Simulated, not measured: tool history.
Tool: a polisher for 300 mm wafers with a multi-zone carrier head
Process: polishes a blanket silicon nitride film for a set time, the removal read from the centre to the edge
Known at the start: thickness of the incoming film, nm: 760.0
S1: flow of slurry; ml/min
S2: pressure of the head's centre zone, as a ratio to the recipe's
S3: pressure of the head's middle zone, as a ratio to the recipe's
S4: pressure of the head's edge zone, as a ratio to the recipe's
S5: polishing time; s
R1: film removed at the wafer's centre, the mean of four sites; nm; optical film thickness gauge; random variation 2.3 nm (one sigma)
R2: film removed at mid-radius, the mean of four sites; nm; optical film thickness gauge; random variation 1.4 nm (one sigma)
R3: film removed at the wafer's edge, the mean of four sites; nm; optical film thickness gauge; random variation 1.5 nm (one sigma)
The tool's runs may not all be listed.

run	day	S1	S2	S3	S4	S5	R1	R2	R3
1	0.000	145	1.00	1.00	1.00	60	131.02	140.79	142.15
2	0.262	160	1.04	1.01	1.01	62	142.09	150.47	148.57
3	0.467	160	0.97	1.01	1.01	62	140.57	149.55	148.28
4	0.638	160	0.97	1.01	1.07	62	135.90	151.28	153.70
5	0.683	160	0.97	0.92	1.07	62	138.78	139.26	154.10
6	0.917	160	0.97	0.92	1.15	62	138.43	141.72	158.54
# day 1.188: centre zone pressure recalibrated
7	1.188	170	1.01	0.94	1.13	64	152.64	149.53	163.78
8	1.212	180	1.04	0.96	1.13	65	161.78	155.28	168.17
9	1.546	190	1.07	0.99	1.12	66	169.89	160.05	168.87

Run 10 comes next. What will it give?
10	1.779	195	1.09	1.01	1.12	67	?	?	?

{"run 10": {"R1": 172.37, "R2": 168.06, "R3": 173.79}}

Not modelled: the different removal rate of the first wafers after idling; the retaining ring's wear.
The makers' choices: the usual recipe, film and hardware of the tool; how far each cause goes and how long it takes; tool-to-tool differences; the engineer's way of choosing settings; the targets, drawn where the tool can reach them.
